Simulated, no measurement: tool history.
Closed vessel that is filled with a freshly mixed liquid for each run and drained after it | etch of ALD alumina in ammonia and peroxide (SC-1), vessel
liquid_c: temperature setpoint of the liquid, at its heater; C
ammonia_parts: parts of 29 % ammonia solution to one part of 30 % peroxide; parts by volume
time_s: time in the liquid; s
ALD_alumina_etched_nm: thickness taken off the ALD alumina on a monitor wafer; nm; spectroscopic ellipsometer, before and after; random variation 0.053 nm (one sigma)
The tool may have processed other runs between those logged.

Run 1, hour 0: liquid_c 52 C, ammonia_parts 0.8 parts by volume, time_s 185 s. Result: ALD_alumina_etched_nm 15.921 nm.
Run 2, hour 6.5: liquid_c 52 C, ammonia_parts 0.8 parts by volume, time_s 185 s. Result: ALD_alumina_etched_nm 15.786 nm.
Run 3, hour 13.4: liquid_c 52 C, ammonia_parts 0.95 parts by volume, time_s 185 s. Result: ALD_alumina_etched_nm 16.163 nm.
Run 4, hour 14.9: liquid_c 52 C, ammonia_parts 0.95 parts by volume, time_s 185 s. Result: ALD_alumina_etched_nm 16.049 nm.
Run 5, hour 17.5: liquid_c 50 C, ammonia_parts 0.95 parts by volume, time_s 185 s. Result: ALD_alumina_etched_nm 14.39 nm.
Run 6, hour 24.4: liquid_c 48 C, ammonia_parts 0.95 parts by volume, time_s 185 s. Result: ALD_alumina_etched_nm 12.893 nm.
Run 7, hour 27.3: liquid_c 46.5 C, ammonia_parts 0.95 parts by volume, time_s 185 s. Result: ALD_alumina_etched_nm 11.805 nm.
Run 8, hour 35.1: liquid_c 45 C, ammonia_parts 0.95 parts by volume, time_s 185 s. Result: ALD_alumina_etched_nm 10.915 nm.
Run 9, hour 41.1: liquid_c 44 C, ammonia_parts 0.95 parts by volume, time_s 185 s. Result: ALD_alumina_etched_nm 10.204 nm.
Run 10, hour 43.6: liquid_c 43 C, ammonia_parts 0.95 parts by volume, time_s 185 s. Result: ALD_alumina_etched_nm 9.6435 nm.
Run 11, hour 50.2: liquid_c 42.5 C, ammonia_parts 0.95 parts by volume, time_s 185 s. Result: ALD_alumina_etched_nm 9.4723 nm.

Estimate the outcome of run 12 from the log above:
Run 12, hour 57.4: liquid_c 42 C, ammonia_parts 0.95 parts by volume, time_s 185 s. Result: ALD_alumina_etched_nm ?.

ALD_alumina_etched_nm: 9.078 nm

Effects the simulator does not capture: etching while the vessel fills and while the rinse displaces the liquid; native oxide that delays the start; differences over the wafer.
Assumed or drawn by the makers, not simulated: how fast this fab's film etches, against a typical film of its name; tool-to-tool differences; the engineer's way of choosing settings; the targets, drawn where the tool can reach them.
